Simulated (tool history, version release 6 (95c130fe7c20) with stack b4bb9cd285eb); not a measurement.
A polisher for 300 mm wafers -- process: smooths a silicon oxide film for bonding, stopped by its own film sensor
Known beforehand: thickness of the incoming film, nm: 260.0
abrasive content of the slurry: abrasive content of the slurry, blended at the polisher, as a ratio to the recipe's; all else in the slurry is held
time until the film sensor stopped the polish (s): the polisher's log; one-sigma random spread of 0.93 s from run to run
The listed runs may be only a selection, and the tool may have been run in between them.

run	hour	flow of slurry (ml/min)	pressure of the wafer on the pad (kPa)	speed of the pad under the wafer (m/s)	abrasive content of the slurry	target thickness at which the film sensor stops the polish (angstrom)	time until the film sensor stopped the polish (s)
1	0	290	15.2	1	1	2380	33.598
2	8.9	340	15.2	1	1	2380	33.177
3	13.2	340	13.1	0.98	1	2380	38.846
4	16.2	340	11.7	0.96	1	2380	43.782
# hour 17.1: slurry nozzle cleaned
5	17.1	275	11.7	0.96	1	2380	43.81
6	22.5	275	11.7	0.96	1	2400	39.554
7	28.3	275	10.3	0.94	1	2400	45.573
8	36.5	275	9.7	0.94	1	2400	50.145

Expected results for the next run?
9	43.9	275	9	0.94	1	2400	?

Run 9 measured time until the film sensor stopped the polish (s) 52.914.

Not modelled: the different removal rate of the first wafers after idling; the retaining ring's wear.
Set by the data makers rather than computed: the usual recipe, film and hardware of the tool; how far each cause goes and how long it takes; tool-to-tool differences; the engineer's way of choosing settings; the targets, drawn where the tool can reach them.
